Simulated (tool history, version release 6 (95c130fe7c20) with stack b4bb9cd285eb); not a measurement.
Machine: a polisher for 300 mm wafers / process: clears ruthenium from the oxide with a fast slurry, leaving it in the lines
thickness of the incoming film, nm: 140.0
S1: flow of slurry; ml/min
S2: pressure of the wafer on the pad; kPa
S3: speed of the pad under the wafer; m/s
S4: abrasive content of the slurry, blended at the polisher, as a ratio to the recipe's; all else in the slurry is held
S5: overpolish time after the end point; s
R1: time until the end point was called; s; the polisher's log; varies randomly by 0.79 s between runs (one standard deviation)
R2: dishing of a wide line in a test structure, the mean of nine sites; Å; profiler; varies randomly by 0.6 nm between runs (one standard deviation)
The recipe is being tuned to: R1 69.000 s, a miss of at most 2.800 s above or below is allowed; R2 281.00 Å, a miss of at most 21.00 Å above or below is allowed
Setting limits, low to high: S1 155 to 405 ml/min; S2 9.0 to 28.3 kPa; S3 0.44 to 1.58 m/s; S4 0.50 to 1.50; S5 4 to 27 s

run  hour   S1    S2    S3    S4  S5      R1      R2
  1   0.0  260  18.6  1.00  1.00  14  31.474  418.72
  2   8.1  260  15.9  0.94  1.00  15  37.879  394.05
  3  13.0  260  13.8  0.88  1.00  15  43.399  358.48
  4  14.3  260  12.4  0.82  1.00  15  49.579  322.37
  5  21.5  260  11.7  0.78  1.00  15  53.486  293.40
  6  30.1  260  11.7  0.52  1.00  15  79.034  210.90
  7  32.8  260  12.4  0.52  1.00  16  75.517  233.34
  8  35.7  260  13.1  0.52  1.00  17  73.511  252.40

Below are 4 possible settings for the next run. Only one of them brings all results inside the allowed miss of their targets. Which is it?
  A  38.6  250   9.0  0.66  1.00  15   ?   ?
  B  38.6  225  15.2  0.50  1.10  15   ?   ?
  C  38.6  255  15.2  0.52  1.00  18   ?   ?
  D  38.6  255  13.8  0.58  1.15  13   ?   ?

move      R1      R2
   A  72.607  235.61
   B  68.356  247.98
   C  68.225  288.92
   D  60.770  242.70
A: the biggest miss grows against the last run
B: brings the last run's worst result on target, with another outside its allowed miss
C: meets every target
D: pushes the last run's worst result past its target
Move C is the one to make.

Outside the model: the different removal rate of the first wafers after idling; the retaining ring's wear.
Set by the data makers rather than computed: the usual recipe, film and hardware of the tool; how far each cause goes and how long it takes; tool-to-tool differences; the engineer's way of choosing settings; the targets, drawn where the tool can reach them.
